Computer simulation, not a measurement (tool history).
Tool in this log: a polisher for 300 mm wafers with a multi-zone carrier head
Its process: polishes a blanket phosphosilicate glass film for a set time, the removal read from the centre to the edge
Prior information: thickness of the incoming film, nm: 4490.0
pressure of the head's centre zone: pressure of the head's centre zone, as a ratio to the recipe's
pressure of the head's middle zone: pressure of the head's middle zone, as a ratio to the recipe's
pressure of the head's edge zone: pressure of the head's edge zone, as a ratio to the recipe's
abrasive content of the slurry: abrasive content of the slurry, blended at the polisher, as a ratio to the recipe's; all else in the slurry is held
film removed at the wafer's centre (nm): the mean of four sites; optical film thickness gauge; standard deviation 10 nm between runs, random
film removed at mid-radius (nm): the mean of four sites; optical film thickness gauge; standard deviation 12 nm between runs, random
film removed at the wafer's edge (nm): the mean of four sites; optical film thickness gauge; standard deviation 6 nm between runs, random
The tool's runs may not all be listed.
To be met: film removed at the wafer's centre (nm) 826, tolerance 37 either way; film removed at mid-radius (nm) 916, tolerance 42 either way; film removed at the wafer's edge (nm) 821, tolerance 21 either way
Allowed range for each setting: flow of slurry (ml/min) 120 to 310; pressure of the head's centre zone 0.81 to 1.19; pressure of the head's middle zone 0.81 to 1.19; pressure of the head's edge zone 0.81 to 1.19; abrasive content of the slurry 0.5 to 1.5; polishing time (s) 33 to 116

run,hour,flow of slurry (ml/min),pressure of the head's centre zone,pressure of the head's middle zone,pressure of the head's edge zone,abrasive content of the slurry,polishing time (s),film removed at the wafer's centre (nm),film removed at mid-radius (nm),film removed at the wafer's edge (nm)
1,0,200,1,1,1,1,74,531.44,512.51,543.3
2,7.8,200,1,1,0.93,1,74,531.28,527.32,519.45
3,12.9,200,1,1,1.01,1,74,524.99,533.73,549.27
4,16.3,200,1,1.07,1.01,1,74,522.91,563.88,542.49
5,22.4,210,1.02,1.09,1.03,1.1,75,570.08,608.73,581.55
6,25.2,215,1.03,1.11,1.04,1.2,77,617.23,647.12,630.1
7,28.7,225,1.03,1.13,1.03,1.25,79,638.01,687.91,651.51
8,33.7,230,1.03,1.14,1.02,1.3,81,672.56,721.1,662.59
9,39.4,235,1.03,1.15,1.03,1.35,83,691.35,776.44,702.18
10,41.4,235,1.03,1.15,1.03,1.35,83,708.86,774.74,710.07
11,45.1,240,1.03,1.16,1.04,1.4,84,719.76,785.17,723.73
12,47.9,240,1.03,1.17,1.04,1.4,85,709.9,797.63,737.89
13,53.7,245,1.04,1.17,1.04,1.4,86,751.17,828.2,746.7

Which one of the following 5 next-run settings gets every result inside its allowed miss? There is exactly one.
A,59.5,180,0.92,0.97,1.19,1.5,88,?,?,?
B,59.5,270,1.06,1.19,1.04,1.45,92,?,?,?
C,59.5,260,1.18,1.19,0.99,1.45,77,?,?,?
D,59.5,280,0.97,1.19,0.97,1.35,101,?,?,?
E,59.5,295,1,1.19,0.99,1.4,85,?,?,?

move,film removed at the wafer's centre (nm),film removed at mid-radius (nm),film removed at the wafer's edge (nm)
A,654.27,723.61,825.59
B,820.15,929.66,820.51
C,761.6,774.81,668.62
D,805.18,998.25,850.61
E,711.97,855.42,735.34
A: brings the result that was furthest off to its target, and leaves another outside
B: every result within its allowed miss
C: moves away from the targets compared with the last run
D: carries the result that was furthest off beyond its target, to the other side
E: moves away from the targets compared with the last run
B is the move that brings every result within its allowed miss.

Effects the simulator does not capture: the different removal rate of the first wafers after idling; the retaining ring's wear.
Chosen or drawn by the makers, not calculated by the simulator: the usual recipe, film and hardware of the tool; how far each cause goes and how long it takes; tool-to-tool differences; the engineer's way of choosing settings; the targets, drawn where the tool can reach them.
